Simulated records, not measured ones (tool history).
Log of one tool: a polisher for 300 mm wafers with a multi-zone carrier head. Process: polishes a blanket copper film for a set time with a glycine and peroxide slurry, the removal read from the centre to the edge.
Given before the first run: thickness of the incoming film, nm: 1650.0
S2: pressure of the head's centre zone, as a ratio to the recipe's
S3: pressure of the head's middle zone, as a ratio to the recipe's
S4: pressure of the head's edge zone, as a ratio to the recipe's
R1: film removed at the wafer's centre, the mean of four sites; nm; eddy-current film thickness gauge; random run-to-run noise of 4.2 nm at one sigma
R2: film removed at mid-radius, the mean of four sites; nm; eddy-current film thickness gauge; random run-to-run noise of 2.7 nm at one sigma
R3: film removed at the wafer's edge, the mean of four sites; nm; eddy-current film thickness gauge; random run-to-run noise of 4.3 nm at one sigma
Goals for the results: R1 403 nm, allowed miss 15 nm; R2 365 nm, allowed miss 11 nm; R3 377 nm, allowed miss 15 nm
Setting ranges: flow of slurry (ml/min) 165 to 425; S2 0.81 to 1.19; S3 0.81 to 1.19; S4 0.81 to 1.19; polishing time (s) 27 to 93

Run 1, day 0: flow of slurry (ml/min) 275, S2 1, S3 1, S4 1, polishing time (s) 59. Result: R1 267.4 nm, R2 274.37 nm, R3 265.11 nm.
Run 2, day 0.229: flow of slurry (ml/min) 275, S2 1, S3 1.05, S4 1, polishing time (s) 59. Result: R1 276.8 nm, R2 281.12 nm, R3 267.6 nm.
Run 3, day 0.542: flow of slurry (ml/min) 275, S2 1, S3 1.09, S4 1, polishing time (s) 59. Result: R1 274.76 nm, R2 289.6 nm, R3 265.56 nm.
Run 4, day 0.688: flow of slurry (ml/min) 280, S2 1.03, S3 1.08, S4 1.04, polishing time (s) 63. Result: R1 300.15 nm, R2 308.29 nm, R3 287.36 nm.
Run 5, day 0.896: flow of slurry (ml/min) 280, S2 1.06, S3 1.05, S4 1.07, polishing time (s) 67. Result: R1 334.15 nm, R2 318.47 nm, R3 305.8 nm.
Run 6, day 1.05: flow of slurry (ml/min) 280, S2 1.06, S3 1.02, S4 1.07, polishing time (s) 67. Result: R1 331.62 nm, R2 308.99 nm, R3 311.1 nm.
Run 7, day 1.246: flow of slurry (ml/min) 285, S2 1.07, S3 1.03, S4 1.09, polishing time (s) 70. Result: R1 342.47 nm, R2 330.32 nm, R3 328.25 nm.
Run 8, day 1.588: flow of slurry (ml/min) 290, S2 1.09, S3 1.03, S4 1.11, polishing time (s) 72. Result: R1 360.02 nm, R2 338.3 nm, R3 352.01 nm.
Run 9, day 1.871: flow of slurry (ml/min) 330, S2 1.18, S3 1.1, S4 1.12, polishing time (s) 74. Result: R1 412.72 nm, R2 374.42 nm, R3 346.28 nm.
Run 10, day 1.938: flow of slurry (ml/min) 325, S2 1.17, S3 1.08, S4 1.13, polishing time (s) 74. Result: R1 402.71 nm, R2 370.11 nm, R3 360.66 nm.
Run 11, day 2.271: flow of slurry (ml/min) 325, S2 1.17, S3 1.07, S4 1.14, polishing time (s) 74. Result: R1 404.3 nm, R2 369.88 nm, R3 358.44 nm.
Run 12, day 2.354: flow of slurry (ml/min) 325, S2 1.17, S3 1.06, S4 1.15, polishing time (s) 74. Result: R1 410.46 nm, R2 364.28 nm, R3 365.83 nm.

Pick the move, out of 4, that brings all results within their allowed miss; only one does.
Run A, day 2.438: flow of slurry (ml/min) 410, S2 1.1, S3 1.01, S4 1.13, polishing time (s) 76. Result: R1 ?, R2 ?, R3 ?.
Run B, day 2.438: flow of slurry (ml/min) 350, S2 1.19, S3 1.07, S4 1.1, polishing time (s) 73. Result: R1 ?, R2 ?, R3 ?.
Run C, day 2.438: flow of slurry (ml/min) 345, S2 1.19, S3 1.03, S4 1.06, polishing time (s) 79. Result: R1 ?, R2 ?, R3 ?.
Run D, day 2.438: flow of slurry (ml/min) 355, S2 1.19, S3 1.09, S4 0.97, polishing time (s) 74. Result: R1 ?, R2 ?, R3 ?.

move      R1      R2      R3
   A  401.88  364.88  373.63
   B  410.06  363.26  350.48
   C  443.02  380.12  372.47
   D  416.31  374.64  335.27
A: meets every target
B: lands further from the targets than the last run did
C: gets the furthest-off result to its target, but another result is out of tolerance
D: lands further from the targets than the last run did
Correct choice: A, which meets every target

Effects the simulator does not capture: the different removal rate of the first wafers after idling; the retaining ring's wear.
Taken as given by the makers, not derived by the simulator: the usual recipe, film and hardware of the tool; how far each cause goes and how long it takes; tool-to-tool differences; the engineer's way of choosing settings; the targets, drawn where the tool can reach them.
